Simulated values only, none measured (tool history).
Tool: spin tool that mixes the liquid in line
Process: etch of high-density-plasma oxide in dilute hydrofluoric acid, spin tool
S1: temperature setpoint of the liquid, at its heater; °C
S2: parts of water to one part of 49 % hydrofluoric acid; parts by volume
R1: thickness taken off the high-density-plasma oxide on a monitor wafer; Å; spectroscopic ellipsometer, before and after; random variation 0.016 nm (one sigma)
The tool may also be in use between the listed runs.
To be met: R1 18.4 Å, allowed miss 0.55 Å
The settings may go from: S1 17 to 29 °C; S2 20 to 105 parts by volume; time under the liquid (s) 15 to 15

Run 1, hour 0: S1 21 °C, S2 55 parts by volume, time under the liquid (s) 15. Result: R1 22.262 Å.
Run 2, hour 3.3: S1 21 °C, S2 55 parts by volume, time under the liquid (s) 15. Result: R1 21.987 Å.
Run 3, hour 8.9: S1 20 °C, S2 55 parts by volume, time under the liquid (s) 15. Result: R1 20.773 Å.
Run 4, hour 13.2: S1 20 °C, S2 35 parts by volume, time under the liquid (s) 15. Result: R1 33.63 Å.
Run 5, hour 16.6: S1 19 °C, S2 40 parts by volume, time under the liquid (s) 15. Result: R1 28.399 Å.
Run 6, hour 25.2: S1 18.5 °C, S2 45 parts by volume, time under the liquid (s) 15. Result: R1 24.309 Å.
Run 7, hour 29.5: S1 18 °C, S2 50 parts by volume, time under the liquid (s) 15. Result: R1 21.457 Å.
Run 8, hour 36: S1 18 °C, S2 50 parts by volume, time under the liquid (s) 15. Result: R1 21.24 Å.
Run 9, hour 38.3: S1 17.5 °C, S2 50 parts by volume, time under the liquid (s) 15. Result: R1 21.157 Å.
Run 10, hour 44.8: S1 17.5 °C, S2 50 parts by volume, time under the liquid (s) 15. Result: R1 20.81 Å.

Which of these 4 next moves meets every target?
Run A, hour 51.3: S1 17 °C, S2 40 parts by volume, time under the liquid (s) 15. Result: R1 ?.
Run B, hour 51.3: S1 17 °C, S2 55 parts by volume, time under the liquid (s) 15. Result: R1 ?.
Run C, hour 51.3: S1 26 °C, S2 65 parts by volume, time under the liquid (s) 15. Result: R1 ?.
Run D, hour 51.3: S1 17.5 °C, S2 45 parts by volume, time under the liquid (s) 15. Result: R1 ?.

move      R1
   A  25.927
   B  18.543
   C  22.551
   D  23.422
A: further off than the last run
B: meets every target
C: further off than the last run
D: further off than the last run
The right move is B.

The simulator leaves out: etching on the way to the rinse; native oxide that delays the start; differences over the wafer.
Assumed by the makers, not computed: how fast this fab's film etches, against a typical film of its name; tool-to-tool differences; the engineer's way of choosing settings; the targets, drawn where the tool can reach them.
